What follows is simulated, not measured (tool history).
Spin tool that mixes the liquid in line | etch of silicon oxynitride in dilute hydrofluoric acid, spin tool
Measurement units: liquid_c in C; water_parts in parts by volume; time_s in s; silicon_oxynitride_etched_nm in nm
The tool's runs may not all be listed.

run	hour	liquid_c	water_parts	time_s	silicon_oxynitride_etched_nm
1	0	24	205	265	2.385
2	1.2	24	140	265	3.57
3	5.4	24	170	265	2.9083
4	11.2	24	170	285	3.1157
5	11.8	20.5	170	285	2.7504
6	13.8	23.5	170	285	3.0771
7	17.4	23	190	285	2.5912
# hour 18.4: hydrofluoric acid flow meter replaced
8	18.4	22.5	205	285	2.1462

Run 9 comes next. What will it give?
9	27.2	18.5	280	280	?

Run 9 yielded silicon_oxynitride_etched_nm 1.247 nm.
